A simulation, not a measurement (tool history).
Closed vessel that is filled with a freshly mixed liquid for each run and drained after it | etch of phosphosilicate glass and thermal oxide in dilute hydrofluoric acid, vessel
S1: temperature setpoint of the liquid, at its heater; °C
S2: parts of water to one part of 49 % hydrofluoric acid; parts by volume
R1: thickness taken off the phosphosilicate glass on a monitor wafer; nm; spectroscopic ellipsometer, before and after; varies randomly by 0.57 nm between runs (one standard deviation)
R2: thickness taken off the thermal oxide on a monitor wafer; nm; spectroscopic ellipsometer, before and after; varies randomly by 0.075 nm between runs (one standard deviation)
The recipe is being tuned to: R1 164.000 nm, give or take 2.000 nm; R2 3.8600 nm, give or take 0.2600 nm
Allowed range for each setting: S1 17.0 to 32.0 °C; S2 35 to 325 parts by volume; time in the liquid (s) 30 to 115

run 1 hour=0.0 | S1=24.0 S2=180 time_in_the_liquid_(s)=60 | R1=51.063 R2=1.2148
run 2 hour=4.2 | S1=26.5 S2=180 time_in_the_liquid_(s)=60 | R1=55.938 R2=1.3036
run 3 hour=10.2 | S1=26.5 S2=205 time_in_the_liquid_(s)=60 | R1=47.814 R2=1.1319
run 4 hour=19.1 | S1=27.5 S2=170 time_in_the_liquid_(s)=60 | R1=62.429 R2=1.5032
run 5 hour=22.9 | S1=29.5 S2=170 time_in_the_liquid_(s)=60 | R1=67.239 R2=1.5625
run 6 hour=30.9 | S1=29.5 S2=170 time_in_the_liquid_(s)=80 | R1=89.287 R2=2.0421
run 7 hour=39.0 | S1=30.0 S2=150 time_in_the_liquid_(s)=80 | R1=106.230 R2=2.5635
-- hour=43.4 hydrofluoric acid flow meter replaced
run 8 hour=43.4 | S1=30.0 S2=150 time_in_the_liquid_(s)=80 | R1=116.650 R2=2.6826
run 9 hour=46.0 | S1=30.5 S2=145 time_in_the_liquid_(s)=80 | R1=124.280 R2=2.9331
run 10 hour=54.6 | S1=31.0 S2=140 time_in_the_liquid_(s)=80 | R1=132.220 R2=3.0524
run 11 hour=62.0 | S1=32.0 S2=110 time_in_the_liquid_(s)=80 | R1=181.800 R2=4.3460
run 12 hour=71.2 | S1=31.5 S2=110 time_in_the_liquid_(s)=80 | R1=178.990 R2=4.2335
run 13 hour=77.4 | S1=31.0 S2=110 time_in_the_liquid_(s)=80 | R1=174.320 R2=4.2360
run 14 hour=80.7 | S1=30.5 S2=110 time_in_the_liquid_(s)=80 | R1=171.420 R2=4.2211
run 15 hour=88.2 | S1=30.0 S2=110 time_in_the_liquid_(s)=80 | R1=167.850 R2=3.9800

Exercise: of the 4 proposed moves below, exactly one satisfies all targets within the stated allowed misses. Which move is it?
run A hour=95.7 | S1=31.0 S2=135 time_in_the_liquid_(s)=95 | R1=? R2=?
run B hour=95.7 | S1=28.5 S2=115 time_in_the_liquid_(s)=85 | R1=? R2=?
run C hour=95.7 | S1=31.0 S2=110 time_in_the_liquid_(s)=80 | R1=? R2=?
run D hour=95.7 | S1=30.5 S2=130 time_in_the_liquid_(s)=90 | R1=? R2=?

move=A R1=163.050 R2=3.8220
move=B R1=160.490 R2=3.7619
move=C R1=174.490 R2=4.0902
move=D R1=158.610 R2=3.7179
A: each result inside its tolerance
B: moves the result that the last run missed by most past its target, out the other side
C: misses by more than the last run did
D: moves the result that the last run missed by most past its target, out the other side
Move A is the one to make.

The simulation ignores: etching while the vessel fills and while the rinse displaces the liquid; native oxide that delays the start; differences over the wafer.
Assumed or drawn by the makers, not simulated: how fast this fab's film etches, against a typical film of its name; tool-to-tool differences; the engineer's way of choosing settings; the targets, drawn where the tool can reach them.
